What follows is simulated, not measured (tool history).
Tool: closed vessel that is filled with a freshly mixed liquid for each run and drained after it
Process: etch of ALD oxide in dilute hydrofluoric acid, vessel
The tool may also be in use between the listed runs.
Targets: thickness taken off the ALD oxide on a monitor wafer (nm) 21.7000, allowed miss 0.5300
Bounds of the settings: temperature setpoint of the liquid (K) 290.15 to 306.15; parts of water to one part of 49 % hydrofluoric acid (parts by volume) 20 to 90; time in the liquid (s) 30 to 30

| run | hour | temperature setpoint of the liquid (K) | parts of water to one part of 49 % hydrofluoric acid (parts by volume) | time in the liquid (s) | thickness taken off the ALD oxide on a monitor wafer (nm) |
|---|---|---|---|---|---|
| 1 | 0.0 | 298.15 | 50 | 30 | 9.3944 |
| 2 | 5.8 | 299.15 | 45 | 30 | 10.8790 |
| 3 | 12.6 | 299.15 | 45 | 30 | 10.8830 |
| 4 | 14.4 | 297.65 | 45 | 30 | 10.3550 |
| 5 | 23.4 | 297.65 | 30 | 30 | 15.7330 |
| 6 | 25.0 | 295.15 | 30 | 30 | 14.5100 |
|  | 32.7 | thermometer replaced |
| 7 | 32.7 | 296.15 | 30 | 30 | 13.7380 |
| 8 | 34.3 | 297.15 | 30 | 30 | 14.2460 |
| 9 | 40.2 | 298.15 | 30 | 30 | 15.0150 |
| 10 | 45.1 | 299.15 | 30 | 30 | 15.7880 |

Which of these 5 next moves meets every target?
| A | 50.0 | 298.65 | 20 | 30 | ? |
| B | 50.0 | 295.15 | 20 | 30 | ? |
| C | 50.0 | 303.65 | 25 | 30 | ? |
| D | 50.0 | 297.15 | 20 | 30 | ? |
| E | 50.0 | 299.15 | 20 | 30 | ? |

| move | thickness taken off the ALD oxide on a monitor wafer (nm) |
|---|---|
| A | 23.3560 |
| B | 20.1410 |
| C | 22.7540 |
| D | 21.9290 |
| E | 23.8480 |
A: takes the result that was furthest off past its target
B: nearer than the last run, and not there yet
C: takes the result that was furthest off past its target
D: meets every target
E: takes the result that was furthest off past its target
Answer: D
